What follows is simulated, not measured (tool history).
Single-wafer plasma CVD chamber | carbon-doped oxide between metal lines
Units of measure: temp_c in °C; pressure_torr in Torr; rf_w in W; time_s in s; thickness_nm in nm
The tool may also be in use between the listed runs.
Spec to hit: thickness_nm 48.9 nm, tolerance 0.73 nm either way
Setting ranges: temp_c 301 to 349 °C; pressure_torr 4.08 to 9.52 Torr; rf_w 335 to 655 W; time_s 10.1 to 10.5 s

run 1 hour=0 | temp_c=325 pressure_torr=6.8 rf_w=495 time_s=10.5 | thickness_nm=57.406
run 2 hour=4.4 | temp_c=328 pressure_torr=6.67 rf_w=485 time_s=10.5 | thickness_nm=55.682
run 3 hour=11.1 | temp_c=328 pressure_torr=6.67 rf_w=525 time_s=10.5 | thickness_nm=59.055
run 4 hour=15.3 | temp_c=330 pressure_torr=6.55 rf_w=515 time_s=10.5 | thickness_nm=57.618
run 5 hour=18 | temp_c=330 pressure_torr=7.56 rf_w=515 time_s=10.5 | thickness_nm=58.123
run 6 hour=23.7 | temp_c=332 pressure_torr=7.49 rf_w=505 time_s=10.5 | thickness_nm=56.703
run 7 hour=30 | temp_c=334 pressure_torr=7.44 rf_w=495 time_s=10.5 | thickness_nm=55.423
run 8 hour=30.9 | temp_c=336 pressure_torr=7.39 rf_w=490 time_s=10.5 | thickness_nm=54.827
run 9 hour=32.9 | temp_c=346 pressure_torr=6.77 rf_w=415 time_s=10.4 | thickness_nm=45.126
run 10 hour=41.9 | temp_c=344 pressure_torr=6.83 rf_w=415 time_s=10.4 | thickness_nm=45.995
run 11 hour=48.1 | temp_c=343 pressure_torr=6.88 rf_w=415 time_s=10.4 | thickness_nm=45.82
run 12 hour=51.4 | temp_c=341 pressure_torr=6.94 rf_w=415 time_s=10.4 | thickness_nm=46.274
run 13 hour=56.1 | temp_c=341 pressure_torr=6.94 rf_w=415 time_s=10.4 | thickness_nm=46.052
run 14 hour=58.1 | temp_c=341 pressure_torr=6.94 rf_w=415 time_s=10.4 | thickness_nm=46.391

Below are 4 possible settings for the next run. Only one of them brings all results inside the allowed miss of their targets. Which is it?
run A hour=60.1 | temp_c=341 pressure_torr=5.55 rf_w=420 time_s=10.5 | thickness_nm=?
run B hour=60.1 | temp_c=327 pressure_torr=7.03 rf_w=440 time_s=10.3 | thickness_nm=?
run C hour=60.1 | temp_c=347 pressure_torr=7.47 rf_w=445 time_s=10.5 | thickness_nm=?
run D hour=60.1 | temp_c=342 pressure_torr=7.45 rf_w=420 time_s=10.5 | thickness_nm=?

move=A thickness_nm=46.683
move=B thickness_nm=50.981
move=C thickness_nm=48.904
move=D thickness_nm=47.282
A: gains on the last run, yet a result remains outside its allowed miss
B: moves the result that the last run missed by most past its target, out the other side
C: each result inside its tolerance
D: gains on the last run, yet a result remains outside its allowed miss
So the answer is move C, the one that meets all the targets.
